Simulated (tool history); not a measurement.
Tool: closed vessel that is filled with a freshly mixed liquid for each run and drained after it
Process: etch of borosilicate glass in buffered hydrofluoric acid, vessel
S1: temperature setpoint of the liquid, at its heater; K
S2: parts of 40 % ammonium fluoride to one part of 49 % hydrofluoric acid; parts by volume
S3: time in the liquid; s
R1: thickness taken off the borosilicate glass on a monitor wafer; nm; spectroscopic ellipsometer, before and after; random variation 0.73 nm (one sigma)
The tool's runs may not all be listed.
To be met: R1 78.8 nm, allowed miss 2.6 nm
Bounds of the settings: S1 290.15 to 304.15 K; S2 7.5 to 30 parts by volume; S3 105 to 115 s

| run | hour | S1 | S2 | S3 | R1 |
|---|---|---|---|---|---|
| 1 | 0 | 296.15 | 22 | 105 | 58.663 |
| 2 | 1.4 | 294.15 | 22 | 105 | 52.597 |
| 3 | 9.8 | 296.65 | 22 | 105 | 59.769 |
| 4 | 14.7 | 297.15 | 22 | 105 | 62.481 |
| 5 | 20.2 | 299.15 | 22 | 105 | 68.844 |
| 6 | 24.7 | 299.15 | 28 | 105 | 58.212 |
| 7 | 28.2 | 299.65 | 28 | 105 | 59.664 |
| 8 | 36.5 | 300.15 | 28 | 105 | 61.218 |
| 9 | 38 | 300.65 | 28 | 105 | 63.826 |

4 next moves are on the table. One of them brings every result within its allowed miss. Which?
| A | 39.5 | 302.15 | 28.5 | 115 | ? |
| B | 39.5 | 302.65 | 27.5 | 115 | ? |
| C | 39.5 | 303.15 | 27.5 | 105 | ? |
| D | 39.5 | 301.65 | 26 | 110 | ? |

| move | R1 |
|---|---|
| A | 73.934 |
| B | 77.787 |
| C | 72.912 |
| D | 73.359 |
A: nearer than the last run, and not there yet
B: meets every target
C: nearer than the last run, and not there yet
D: nearer than the last run, and not there yet
Move B is the one to make.
